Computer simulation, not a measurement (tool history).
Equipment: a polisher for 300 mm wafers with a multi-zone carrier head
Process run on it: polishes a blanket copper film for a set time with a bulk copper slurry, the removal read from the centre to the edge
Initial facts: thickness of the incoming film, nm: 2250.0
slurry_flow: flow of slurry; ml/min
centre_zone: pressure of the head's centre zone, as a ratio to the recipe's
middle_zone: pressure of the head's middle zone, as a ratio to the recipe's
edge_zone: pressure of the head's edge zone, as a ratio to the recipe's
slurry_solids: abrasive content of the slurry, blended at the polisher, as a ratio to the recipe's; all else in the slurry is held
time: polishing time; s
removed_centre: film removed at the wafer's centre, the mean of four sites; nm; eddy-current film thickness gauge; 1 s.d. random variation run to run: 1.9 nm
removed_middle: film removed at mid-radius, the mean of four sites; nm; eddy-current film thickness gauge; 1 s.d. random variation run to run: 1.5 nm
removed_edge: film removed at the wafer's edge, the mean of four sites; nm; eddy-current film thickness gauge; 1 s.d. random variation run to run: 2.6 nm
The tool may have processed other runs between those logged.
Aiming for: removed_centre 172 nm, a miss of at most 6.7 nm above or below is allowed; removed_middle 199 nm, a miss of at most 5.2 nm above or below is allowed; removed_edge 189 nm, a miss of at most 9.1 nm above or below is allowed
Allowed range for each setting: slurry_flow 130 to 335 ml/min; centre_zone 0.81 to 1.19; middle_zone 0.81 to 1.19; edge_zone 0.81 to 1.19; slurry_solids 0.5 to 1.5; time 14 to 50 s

run 1 hour=0 | slurry_flow=215 centre_zone=1 middle_zone=1 edge_zone=1 slurry_solids=1 time=32 | removed_centre=313.5 removed_middle=314.09 removed_edge=323.66
run 2 hour=1.9 | slurry_flow=210 centre_zone=0.97 middle_zone=1 edge_zone=0.96 slurry_solids=0.9 time=29 | removed_centre=263.96 removed_middle=274.08 removed_edge=286.41
run 3 hour=8 | slurry_flow=210 centre_zone=0.97 middle_zone=1 edge_zone=0.96 slurry_solids=0.75 time=29 | removed_centre=257.6 removed_middle=265.53 removed_edge=280.74
run 4 hour=11.2 | slurry_flow=210 centre_zone=0.97 middle_zone=1 edge_zone=0.96 slurry_solids=0.75 time=24 | removed_centre=215.13 removed_middle=221.49 removed_edge=228.54
run 5 hour=18.2 | slurry_flow=215 centre_zone=0.96 middle_zone=1.02 edge_zone=0.94 slurry_solids=0.7 time=23 | removed_centre=198.05 removed_middle=213.28 removed_edge=216.84
run 6 hour=19.1 | slurry_flow=215 centre_zone=0.96 middle_zone=1.03 edge_zone=0.92 slurry_solids=0.65 time=23 | removed_centre=199.13 removed_middle=214.13 removed_edge=216.23
run 7 hour=25.3 | slurry_flow=215 centre_zone=0.96 middle_zone=1.04 edge_zone=0.9 slurry_solids=0.6 time=22 | removed_centre=185.05 removed_middle=205.57 removed_edge=193.77
-- hour=29.6 edge zone pressure recalibrated
run 8 hour=29.6 | slurry_flow=210 centre_zone=0.95 middle_zone=1.04 edge_zone=0.9 slurry_solids=0.6 time=22 | removed_centre=184.45 removed_middle=205.73 removed_edge=186.02
run 9 hour=35.8 | slurry_flow=210 centre_zone=0.93 middle_zone=1.03 edge_zone=0.91 slurry_solids=0.6 time=22 | removed_centre=179.9 removed_middle=204.74 removed_edge=189.97
run 10 hour=43.9 | slurry_flow=210 centre_zone=0.92 middle_zone=1.02 edge_zone=0.92 slurry_solids=0.6 time=22 | removed_centre=179.24 removed_middle=200.94 removed_edge=187.22

Consider the 4 candidate settings below. Which is the only one whose results all fall within their allowed miss of target?
run A hour=52 | slurry_flow=225 centre_zone=1.01 middle_zone=1.11 edge_zone=1.06 slurry_solids=0.95 time=19 | removed_centre=? removed_middle=? removed_edge=?
run B hour=52 | slurry_flow=290 centre_zone=0.92 middle_zone=1.08 edge_zone=1.02 slurry_solids=0.6 time=20 | removed_centre=? removed_middle=? removed_edge=?
run C hour=52 | slurry_flow=185 centre_zone=0.93 middle_zone=1 edge_zone=0.88 slurry_solids=0.65 time=23 | removed_centre=? removed_middle=? removed_edge=?
run D hour=52 | slurry_flow=180 centre_zone=0.9 middle_zone=0.97 edge_zone=0.84 slurry_solids=1.05 time=22 | removed_centre=? removed_middle=? removed_edge=?

move=A removed_centre=184.86 removed_middle=203.42 removed_edge=191.5
move=B removed_centre=169.77 removed_middle=200 removed_edge=187.72
move=C removed_centre=186.77 removed_middle=205.36 removed_edge=195.05
move=D removed_centre=186.45 removed_middle=206.73 removed_edge=197.57
A: further off than the last run
B: each result inside its tolerance
C: further off than the last run
D: further off than the last run
B meets every target.
